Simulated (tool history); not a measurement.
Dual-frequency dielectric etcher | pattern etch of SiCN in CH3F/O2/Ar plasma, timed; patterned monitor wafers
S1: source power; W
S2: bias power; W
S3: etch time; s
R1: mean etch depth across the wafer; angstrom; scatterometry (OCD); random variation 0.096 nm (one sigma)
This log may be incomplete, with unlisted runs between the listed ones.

run 1 hour=0.0 | S1=290 S2=104 S3=51.5 | R1=207.02
run 2 hour=8.2 | S1=310 S2=105 S3=51.5 | R1=212.93
run 3 hour=11.6 | S1=310 S2=119 S3=51.5 | R1=223.49
run 4 hour=13.8 | S1=310 S2=119 S3=47.0 | R1=204.59
run 5 hour=15.9 | S1=330 S2=121 S3=47.0 | R1=210.02
run 6 hour=24.2 | S1=330 S2=121 S3=47.0 | R1=209.16
run 7 hour=30.8 | S1=340 S2=127 S3=47.0 | R1=216.50

Run 8 has not been measured yet. What should we expect?
run 8 hour=36.2 | S1=350 S2=129 S3=47.0 | R1=?

{"run 8": {"R1": 220.42}}
